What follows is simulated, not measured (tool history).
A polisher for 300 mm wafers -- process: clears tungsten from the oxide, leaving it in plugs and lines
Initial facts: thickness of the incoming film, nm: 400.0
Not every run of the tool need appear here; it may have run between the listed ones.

run	hour	flow of slurry (ml/min)	pressure of the wafer on the pad (kPa)	speed of the pad under the wafer (m/s)	abrasive content of the slurry	overpolish time after the end point (s)	time until the end point was called (s)
1	0	230	25.5	1.36	1	4	75.711
2	0.9	230	25.5	1.36	1	4	74.935
3	6.3	230	25.5	1.24	1	4	82.89
4	12.4	230	24.8	1.24	1	4	83.859
5	18	230	20.7	1.24	1	4	102.67
6	22.4	230	26.2	1.24	1	4	80.303
7	25.8	230	25.5	1.24	1	4	81.93

What does the tool deliver on the next run?
8	31.8	225	18.6	1.22	1	4	?

{"run 8": {"time until the end point was called (s)": 113.61}}
